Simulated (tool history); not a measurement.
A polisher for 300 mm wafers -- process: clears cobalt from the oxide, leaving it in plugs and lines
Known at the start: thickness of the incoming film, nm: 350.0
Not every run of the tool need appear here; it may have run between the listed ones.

run	day	flow of slurry (ml/min)	pressure of the wafer on the pad (kPa)	speed of the pad under the wafer (cm/s)	overpolish time after the end point (s)	time until the end point was called (s)	dishing of a wide line in a test structure (nm)
1	0.000	260	16.5	88	25	60.566	79.226
2	0.121	260	16.5	88	17	58.964	66.020
3	0.217	260	16.5	88	11	59.710	50.208
4	0.333	260	15.2	84	13	64.874	52.035
5	0.575	260	12.4	84	13	79.067	45.283
6	0.817	260	12.4	84	21	82.018	62.232
7	0.896	250	8.3	60	26	161.810	46.865
8	1.200	250	8.3	60	27	157.450	47.911

What will run 9 give?
9	1.558	250	8.3	60	28	?	?

{"run 9": {"time until the end point was called (s)": 152.66, "dishing of a wide line in a test structure (nm)": 49.149}}
